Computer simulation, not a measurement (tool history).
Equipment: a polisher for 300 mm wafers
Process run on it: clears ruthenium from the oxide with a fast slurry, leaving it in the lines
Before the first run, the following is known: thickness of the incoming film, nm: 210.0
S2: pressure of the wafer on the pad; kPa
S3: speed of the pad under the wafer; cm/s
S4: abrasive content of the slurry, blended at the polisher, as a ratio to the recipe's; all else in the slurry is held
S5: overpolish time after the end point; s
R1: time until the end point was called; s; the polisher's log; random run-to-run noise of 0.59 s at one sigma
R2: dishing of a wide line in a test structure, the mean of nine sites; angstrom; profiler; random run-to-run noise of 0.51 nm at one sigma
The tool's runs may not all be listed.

Run 1, hour 0.0: flow of slurry (ml/min) 150, S2 22.1 kPa, S3 100 cm/s, S4 1.0, S5 9 s. Result: R1 44.308 s, R2 342.58 angstrom.
Run 2, hour 3.1: flow of slurry (ml/min) 150, S2 17.9 kPa, S3 100 cm/s, S4 1.0, S5 9 s. Result: R1 49.748 s, R2 297.96 angstrom.
Run 3, hour 10.9: flow of slurry (ml/min) 155, S2 20.7 kPa, S3 102 cm/s, S4 1.0, S5 8 s. Result: R1 42.825 s, R2 300.67 angstrom.
Run 4, hour 17.0: flow of slurry (ml/min) 155, S2 20.7 kPa, S3 102 cm/s, S4 1.2, S5 8 s. Result: R1 42.498 s, R2 318.49 angstrom.
Run 5, hour 22.9: flow of slurry (ml/min) 160, S2 22.1 kPa, S3 102 cm/s, S4 1.2, S5 8 s. Result: R1 39.938 s, R2 331.21 angstrom.
Run 6, hour 29.9: flow of slurry (ml/min) 180, S2 22.1 kPa, S3 102 cm/s, S4 1.2, S5 8 s. Result: R1 38.819 s, R2 323.07 angstrom.
Run 7, hour 35.5: flow of slurry (ml/min) 180, S2 22.1 kPa, S3 102 cm/s, S4 1.2, S5 8 s. Result: R1 39.628 s, R2 326.40 angstrom.
Run 8, hour 42.4: flow of slurry (ml/min) 180, S2 23.4 kPa, S3 102 cm/s, S4 1.2, S5 8 s. Result: R1 37.960 s, R2 356.41 angstrom.

Run 9 has not been measured yet. What should we expect?
Run 9, hour 50.4: flow of slurry (ml/min) 180, S2 24.1 kPa, S3 104 cm/s, S4 1.2, S5 8 s. Result: R1 ?, R2 ?.

Logged for run 9: R1 36.495 s, R2 357.23 angstrom.

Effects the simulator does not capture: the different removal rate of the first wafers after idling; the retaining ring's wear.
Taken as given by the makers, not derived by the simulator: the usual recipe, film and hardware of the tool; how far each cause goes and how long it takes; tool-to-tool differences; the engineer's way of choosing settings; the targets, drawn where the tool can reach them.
